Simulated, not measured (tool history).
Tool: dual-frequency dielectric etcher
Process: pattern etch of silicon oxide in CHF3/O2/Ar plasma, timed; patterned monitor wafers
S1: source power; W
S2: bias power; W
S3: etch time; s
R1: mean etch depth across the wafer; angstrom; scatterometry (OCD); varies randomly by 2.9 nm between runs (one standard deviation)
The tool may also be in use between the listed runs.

run 1 hour=0 | S1=600 S2=205 S3=281.5 | R1=5727
run 2 hour=3.7 | S1=580 S2=203 S3=281.5 | R1=5574.9
run 3 hour=11.3 | S1=580 S2=216 S3=281.5 | R1=5731.1
run 4 hour=12.9 | S1=560 S2=215 S3=281.5 | R1=5669.4
-- hour=19.9 wet clean of the chamber
run 5 hour=19.9 | S1=560 S2=186 S3=281.5 | R1=5555.3
run 6 hour=27.1 | S1=550 S2=183 S3=280 | R1=5492.4
run 7 hour=33.4 | S1=550 S2=183 S3=280 | R1=5480.7
run 8 hour=41.1 | S1=540 S2=180 S3=279 | R1=5373.9
run 9 hour=48.3 | S1=540 S2=180 S3=279 | R1=5344.1
run 10 hour=49.1 | S1=530 S2=179 S3=279 | R1=5347.6

The next listed run, before its measurement:
run 11 hour=57.7 | S1=520 S2=178 S3=278.5 | R1=?

{"run 11": {"R1": 5281.9}}
